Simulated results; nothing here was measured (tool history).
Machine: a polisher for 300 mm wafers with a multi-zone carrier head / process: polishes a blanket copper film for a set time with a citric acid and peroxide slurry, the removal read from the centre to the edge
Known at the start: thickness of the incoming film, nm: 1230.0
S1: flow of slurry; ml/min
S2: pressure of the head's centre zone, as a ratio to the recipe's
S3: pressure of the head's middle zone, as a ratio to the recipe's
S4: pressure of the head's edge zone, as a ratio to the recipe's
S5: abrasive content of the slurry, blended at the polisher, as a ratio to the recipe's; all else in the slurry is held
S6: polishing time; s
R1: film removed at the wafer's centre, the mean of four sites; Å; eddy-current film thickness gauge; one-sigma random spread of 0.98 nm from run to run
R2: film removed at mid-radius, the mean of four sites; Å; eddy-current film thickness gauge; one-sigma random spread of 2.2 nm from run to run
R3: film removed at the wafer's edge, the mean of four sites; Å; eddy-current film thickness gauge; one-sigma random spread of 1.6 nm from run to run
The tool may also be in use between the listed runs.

run	hour	S1	S2	S3	S4	S5	S6	R1	R2	R3
1	0	245	1	1	1	1	83	1613.3	1562.9	1603.2
2	1.7	245	1	1	1	0.85	83	1543.2	1506.3	1542.1
3	6.4	245	1	0.91	1	0.85	83	1561.7	1351.3	1497.7
4	7.1	245	0.99	0.96	0.96	0.8	83	1525	1422.1	1442.5
5	11.5	245	0.95	0.96	0.96	0.8	83	1451.1	1434.2	1466.8
6	14.2	245	0.95	0.96	0.96	0.9	83	1515.2	1473	1527.3
7	21	240	0.94	0.99	0.93	0.85	83	1488.4	1469.8	1475.1

The next listed run, before its measurement:
8	25.8	220	0.85	1.09	0.83	0.9	82	?	?	?

R1: 1307.1 Å
R2: 1616.2 Å
R3: 1377.5 Å
